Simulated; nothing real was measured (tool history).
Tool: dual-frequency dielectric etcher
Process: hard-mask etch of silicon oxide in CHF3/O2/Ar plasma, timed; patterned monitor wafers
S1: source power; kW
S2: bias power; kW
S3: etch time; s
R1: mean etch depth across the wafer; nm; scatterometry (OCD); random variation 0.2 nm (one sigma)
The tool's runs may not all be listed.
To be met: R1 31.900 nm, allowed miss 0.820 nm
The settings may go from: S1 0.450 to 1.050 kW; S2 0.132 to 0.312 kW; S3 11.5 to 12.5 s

run 1 day=0.000 | S1=0.750 S2=0.222 S3=12.5 | R1=26.721
run 2 day=0.104 | S1=0.750 S2=0.222 S3=12.5 | R1=26.429
run 3 day=0.308 | S1=0.810 S2=0.231 S3=12.5 | R1=27.871
run 4 day=0.525 | S1=0.810 S2=0.231 S3=11.5 | R1=25.865
run 5 day=0.879 | S1=0.850 S2=0.246 S3=11.5 | R1=27.118
-- day=0.975 source power generator calibrated
run 6 day=0.975 | S1=0.730 S2=0.246 S3=11.5 | R1=24.834
run 7 day=1.079 | S1=0.790 S2=0.253 S3=11.5 | R1=25.751
run 8 day=1.292 | S1=0.840 S2=0.255 S3=11.5 | R1=26.571
run 9 day=1.462 | S1=0.890 S2=0.257 S3=11.5 | R1=27.424
run 10 day=1.621 | S1=1.040 S2=0.302 S3=12.0 | R1=33.123
run 11 day=1.962 | S1=1.030 S2=0.301 S3=12.0 | R1=33.051

Which of these 5 next moves meets every target?
run A day=2.304 | S1=1.040 S2=0.297 S3=12.5 | R1=?
run B day=2.304 | S1=0.920 S2=0.295 S3=11.5 | R1=?
run C day=2.304 | S1=1.020 S2=0.287 S3=11.5 | R1=?
run D day=2.304 | S1=0.900 S2=0.297 S3=12.0 | R1=?
run E day=2.304 | S1=1.030 S2=0.309 S3=11.5 | R1=?

move=A R1=34.169
move=B R1=29.605
move=C R1=30.764
move=D R1=30.647
move=E R1=31.757
A: further off than the last run
B: takes the result that was furthest off past its target
C: takes the result that was furthest off past its target
D: takes the result that was furthest off past its target
E: meets every target
Answer: E
